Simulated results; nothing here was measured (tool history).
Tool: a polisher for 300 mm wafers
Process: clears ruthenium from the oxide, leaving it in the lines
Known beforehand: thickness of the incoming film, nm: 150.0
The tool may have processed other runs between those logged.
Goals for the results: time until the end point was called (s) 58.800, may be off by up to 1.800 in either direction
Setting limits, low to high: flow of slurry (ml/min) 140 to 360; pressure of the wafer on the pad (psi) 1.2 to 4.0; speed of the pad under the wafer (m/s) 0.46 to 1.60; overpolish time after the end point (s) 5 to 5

run,day,flow of slurry (ml/min),pressure of the wafer on the pad (psi),speed of the pad under the wafer (m/s),overpolish time after the end point (s),time until the end point was called (s)
1,0.000,230,2.6,1.02,5,119.300
2,0.367,235,2.9,1.04,5,105.950
3,0.633,235,2.9,0.80,5,136.220
4,0.912,235,2.9,0.80,5,137.250
5,1.196,235,2.3,0.80,5,163.610
6,1.475,240,2.6,0.88,5,135.090
7,1.804,260,3.3,1.16,5,84.372
8,1.892,265,4.0,1.34,5,63.436
9,2.167,270,4.0,1.36,5,61.158
10,2.267,275,4.0,1.38,5,61.449
# day 2.396: worn pad replaced by a new one
11,2.396,275,4.0,1.40,5,55.536

Of the 5 settings listed for the next run, only one would bring every result within its allowed miss of target. Which one?
A,2.525,185,4.0,1.36,5,?
B,2.525,275,3.8,1.52,5,?
C,2.525,240,4.0,1.48,5,?
D,2.525,270,4.0,1.26,5,?
E,2.525,280,3.6,1.56,5,?

move,time until the end point was called (s)
A,59.686
B,54.275
C,53.876
D,62.356
E,55.310
A: each result inside its tolerance
B: misses by more than the last run did
C: misses by more than the last run did
D: pushes the last run's worst result past its target
E: misses by more than the last run did
Move A is the one to make.
